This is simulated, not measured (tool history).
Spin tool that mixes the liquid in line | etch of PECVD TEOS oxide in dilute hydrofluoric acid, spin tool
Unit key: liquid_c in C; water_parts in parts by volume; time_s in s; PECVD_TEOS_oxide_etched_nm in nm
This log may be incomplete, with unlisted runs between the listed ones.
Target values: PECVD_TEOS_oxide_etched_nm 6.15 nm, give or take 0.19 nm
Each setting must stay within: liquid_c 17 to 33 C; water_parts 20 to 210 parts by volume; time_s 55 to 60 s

run  hour  liquid_c  water_parts  time_s  PECVD_TEOS_oxide_etched_nm
  1     0        25          115      55                      8.4153
  2   6.1        24          115      55                        7.94
  3     7        24          115      60                      8.8248
  4  15.2        23          115      60                      8.3659
  5  20.4        21          115      60                      7.8565
  6    25      20.5          115      60                      7.6316
  7    29        20          115      60                      7.5025
  8    30      19.5          115      60                      7.3592
  9  35.9        19          115      60                      7.1083
 10  40.6      18.5          115      60                      7.1957
 11  49.3      17.5          120      60                      6.4162

Pick the move, out of 5, that brings all results within their allowed miss; only one does.
  A    58        17          115      60                           ?
  B    58      19.5          115      55                           ?
  C    58      22.5          150      60                           ?
  D    58      17.5          115      60                           ?
  E    58        20          130      60                           ?

move  PECVD_TEOS_oxide_etched_nm
   A                      6.6648
   B                      6.7746
   C                      6.1462
   D                      6.8053
   E                      6.5651
A: its largest miss is bigger than the last run's
B: its largest miss is bigger than the last run's
C: hits every target within its allowed miss
D: its largest miss is bigger than the last run's
E: its largest miss is bigger than the last run's
Move C is the one to make.

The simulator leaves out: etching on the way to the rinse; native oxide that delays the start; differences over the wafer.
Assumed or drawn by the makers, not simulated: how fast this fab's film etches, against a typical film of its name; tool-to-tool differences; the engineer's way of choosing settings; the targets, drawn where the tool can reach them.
